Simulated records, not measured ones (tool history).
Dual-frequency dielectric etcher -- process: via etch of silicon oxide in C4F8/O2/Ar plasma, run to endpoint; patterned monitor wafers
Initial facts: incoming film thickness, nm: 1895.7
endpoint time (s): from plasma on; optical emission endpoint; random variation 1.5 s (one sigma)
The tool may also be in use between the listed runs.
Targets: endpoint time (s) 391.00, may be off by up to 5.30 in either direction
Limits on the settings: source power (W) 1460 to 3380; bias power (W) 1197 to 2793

run	hour	source power (W)	bias power (W)	endpoint time (s)
1	0.0	2420	1995	341.73
2	2.8	2420	2267	330.01
3	5.5	2420	2128	335.19
4	12.8	2420	1893	344.29
5	18.8	2250	1874	350.95
6	23.2	2080	1810	361.89
7	23.9	1950	1787	370.91
8	26.3	1870	1775	374.27

Exercise: of the 5 proposed moves below, exactly one satisfies all targets within the stated allowed misses. Which move is it?
A	28.7	1500	1574	?
B	28.7	1780	1832	?
C	28.7	1710	1639	?
D	28.7	1580	1578	?
E	28.7	1690	1446	?

move	endpoint time (s)
A	408.28
B	378.18
C	391.85
D	402.97
E	403.91
A: takes the biggest miss from the last run beyond its target
B: closes in on the targets versus the last run, not all within tolerance yet
C: in spec on every target
D: takes the biggest miss from the last run beyond its target
E: takes the biggest miss from the last run beyond its target
C meets every target.
